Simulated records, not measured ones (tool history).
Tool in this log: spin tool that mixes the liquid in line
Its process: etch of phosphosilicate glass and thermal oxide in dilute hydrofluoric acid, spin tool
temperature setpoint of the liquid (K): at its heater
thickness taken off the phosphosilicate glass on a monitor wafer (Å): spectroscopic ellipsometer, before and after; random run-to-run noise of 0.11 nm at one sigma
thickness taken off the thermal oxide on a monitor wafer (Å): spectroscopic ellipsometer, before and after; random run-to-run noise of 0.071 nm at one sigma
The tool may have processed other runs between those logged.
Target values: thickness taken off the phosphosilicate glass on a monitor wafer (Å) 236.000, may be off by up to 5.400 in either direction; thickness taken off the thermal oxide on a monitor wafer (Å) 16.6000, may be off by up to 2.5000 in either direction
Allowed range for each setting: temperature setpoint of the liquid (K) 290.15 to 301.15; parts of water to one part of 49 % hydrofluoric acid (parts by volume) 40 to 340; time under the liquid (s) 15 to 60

| run | hour | temperature setpoint of the liquid (K) | parts of water to one part of 49 % hydrofluoric acid (parts by volume) | time under the liquid (s) | thickness taken off the phosphosilicate glass on a monitor wafer (Å) | thickness taken off the thermal oxide on a monitor wafer (Å) |
|---|---|---|---|---|---|---|
| 1 | 0.0 | 293.15 | 190 | 30 | 84.854 | 5.8777 |
| 2 | 0.7 | 291.65 | 190 | 30 | 79.790 | 5.2696 |
| 3 | 4.6 | 291.65 | 140 | 30 | 114.610 | 7.6030 |
| 4 | 6.9 | 293.65 | 125 | 30 | 140.280 | 10.4660 |
| 5 | 12.6 | 293.65 | 125 | 20 | 93.556 | 6.6657 |
| 6 | 13.6 | 294.65 | 105 | 20 | 118.830 | 8.2434 |
| 7 | 15.9 | 296.15 | 95 | 20 | 141.560 | 9.5721 |
| 8 | 17.9 | 297.15 | 90 | 20 | 155.200 | 10.5210 |
| 9 | 24.5 | 298.15 | 85 | 20 | 172.760 | 11.4790 |
| 10 | 26.7 | 298.65 | 80 | 20 | 188.630 | 13.3530 |
| 11 | 31.9 | 299.15 | 80 | 20 | 192.830 | 14.5070 |
| 12 | 35.1 | 299.65 | 75 | 20 | 210.670 | 14.5760 |
| 13 | 39.7 | 300.15 | 75 | 20 | 214.250 | 15.3780 |

Exercise: of the 4 proposed moves below, exactly one satisfies all targets within the stated allowed misses. Which move is it?
| A | 44.3 | 301.15 | 100 | 25 | ? | ? |
| B | 44.3 | 300.15 | 100 | 30 | ? | ? |
| C | 44.3 | 297.15 | 50 | 15 | ? | ? |
| D | 44.3 | 290.15 | 40 | 15 | ? | ? |

| move | thickness taken off the phosphosilicate glass on a monitor wafer (Å) | thickness taken off the thermal oxide on a monitor wafer (Å) |
|---|---|---|
| A | 204.710 | 13.5430 |
| B | 236.400 | 15.6400 |
| C | 224.120 | 14.8270 |
| D | 210.680 | 13.9380 |
A: moves away from the targets compared with the last run
B: in spec on every target
C: nearer than the last run, and not there yet
D: moves away from the targets compared with the last run
B meets every target.
